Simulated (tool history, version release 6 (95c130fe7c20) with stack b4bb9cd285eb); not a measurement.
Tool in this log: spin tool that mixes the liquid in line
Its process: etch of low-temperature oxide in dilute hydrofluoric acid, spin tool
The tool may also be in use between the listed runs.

| run | hour | temperature setpoint of the liquid (K) | parts of water to one part of 49 % hydrofluoric acid (parts by volume) | time under the liquid (s) | thickness taken off the low-temperature oxide on a monitor wafer (nm) |
|---|---|---|---|---|---|
| 1 | 0 | 295.15 | 200 | 325 | 19.163 |
| 2 | 7.4 | 297.65 | 190 | 325 | 22.378 |
| 3 | 9.3 | 297.65 | 235 | 325 | 17.373 |
| 4 | 15.9 | 299.15 | 215 | 325 | 20.25 |
| 5 | 24.3 | 300.15 | 200 | 325 | 22.98 |
| 6 | 29.9 | 301.15 | 190 | 325 | 25.364 |
| 7 | 34.7 | 301.65 | 185 | 325 | 26.673 |
| 8 | 42.5 | 302.15 | 180 | 325 | 28.23 |

Predict the results of run 9:
| 9 | 43.9 | 302.65 | 180 | 325 | ? |

thickness taken off the low-temperature oxide on a monitor wafer (nm): 28.568

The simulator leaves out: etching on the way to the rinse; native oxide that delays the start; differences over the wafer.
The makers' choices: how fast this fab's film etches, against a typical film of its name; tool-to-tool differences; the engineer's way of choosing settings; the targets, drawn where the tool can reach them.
